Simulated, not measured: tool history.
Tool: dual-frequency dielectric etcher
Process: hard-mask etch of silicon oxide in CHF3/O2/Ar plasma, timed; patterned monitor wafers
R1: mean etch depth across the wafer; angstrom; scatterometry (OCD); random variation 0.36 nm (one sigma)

{"run": 1, "day": 0.0, "source power (W)": 650, "bias power (W)": 183, "etch time (s)": 27, "R1": 524.53}
{"run": 2, "day": 0.238, "source power (W)": 650, "bias power (W)": 183, "etch time (s)": 28, "R1": 547.22}
{"run": 3, "day": 0.283, "source power (W)": 560, "bias power (W)": 183, "etch time (s)": 28, "R1": 522.72}
{"run": 4, "day": 0.529, "source power (W)": 610, "bias power (W)": 187, "etch time (s)": 28, "R1": 538.44}
{"run": 5, "day": 0.658, "source power (W)": 550, "bias power (W)": 187, "etch time (s)": 28, "R1": 520.78}
{"run": 6, "day": 1.008, "source power (W)": 550, "bias power (W)": 187, "etch time (s)": 27, "R1": 509.0}
{"run": 7, "day": 1.325, "source power (W)": 610, "bias power (W)": 196, "etch time (s)": 27, "R1": 530.81}
{"run": 8, "day": 1.471, "source power (W)": 660, "bias power (W)": 200, "etch time (s)": 27, "R1": 547.8}

Run 9 comes next. What will it give?
{"run": 9, "day": 1.788, "source power (W)": 700, "bias power (W)": 203, "etch time (s)": 27, "R1": "?"}

{"run 9": {"R1": 565.33}}
